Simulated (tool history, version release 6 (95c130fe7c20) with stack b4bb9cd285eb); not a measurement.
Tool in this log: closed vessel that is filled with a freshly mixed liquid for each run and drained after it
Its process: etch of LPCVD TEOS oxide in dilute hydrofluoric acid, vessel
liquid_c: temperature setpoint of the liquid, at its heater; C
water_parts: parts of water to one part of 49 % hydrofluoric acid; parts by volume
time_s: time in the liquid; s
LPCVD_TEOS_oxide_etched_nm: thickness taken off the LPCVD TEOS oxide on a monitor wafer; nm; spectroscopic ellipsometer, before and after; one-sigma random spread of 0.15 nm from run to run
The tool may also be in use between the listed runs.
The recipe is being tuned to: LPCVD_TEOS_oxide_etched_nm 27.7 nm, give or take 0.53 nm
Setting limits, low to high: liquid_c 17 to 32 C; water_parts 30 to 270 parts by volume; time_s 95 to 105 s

run 1 hour=0 | liquid_c=24 water_parts=150 time_s=95 | LPCVD_TEOS_oxide_etched_nm=21.572
run 2 hour=2.4 | liquid_c=24 water_parts=150 time_s=105 | LPCVD_TEOS_oxide_etched_nm=23.694
run 3 hour=7.9 | liquid_c=24.5 water_parts=150 time_s=105 | LPCVD_TEOS_oxide_etched_nm=24.433
run 4 hour=12.1 | liquid_c=25 water_parts=150 time_s=105 | LPCVD_TEOS_oxide_etched_nm=24.768
run 5 hour=19.8 | liquid_c=25 water_parts=120 time_s=105 | LPCVD_TEOS_oxide_etched_nm=32.136
run 6 hour=20.8 | liquid_c=24.5 water_parts=120 time_s=105 | LPCVD_TEOS_oxide_etched_nm=31.709
run 7 hour=27.4 | liquid_c=24 water_parts=120 time_s=105 | LPCVD_TEOS_oxide_etched_nm=31.098
run 8 hour=34 | liquid_c=20.5 water_parts=120 time_s=105 | LPCVD_TEOS_oxide_etched_nm=26.952

Next run, 5 choices. One meets every target within its allowed miss, the rest don't. Which?
run A hour=40.6 | liquid_c=18.5 water_parts=115 time_s=105 | LPCVD_TEOS_oxide_etched_nm=?
run B hour=40.6 | liquid_c=21 water_parts=125 time_s=105 | LPCVD_TEOS_oxide_etched_nm=?
run C hour=40.6 | liquid_c=20 water_parts=110 time_s=95 | LPCVD_TEOS_oxide_etched_nm=?
run D hour=40.6 | liquid_c=21 water_parts=115 time_s=95 | LPCVD_TEOS_oxide_etched_nm=?
run E hour=40.6 | liquid_c=20 water_parts=110 time_s=100 | LPCVD_TEOS_oxide_etched_nm=?

move=A LPCVD_TEOS_oxide_etched_nm=26.241
move=B LPCVD_TEOS_oxide_etched_nm=26.362
move=C LPCVD_TEOS_oxide_etched_nm=26.512
move=D LPCVD_TEOS_oxide_etched_nm=26.232
move=E LPCVD_TEOS_oxide_etched_nm=27.908
A: its largest miss is bigger than the last run's
B: its largest miss is bigger than the last run's
C: its largest miss is bigger than the last run's
D: its largest miss is bigger than the last run's
E: all results in spec
E meets every target.
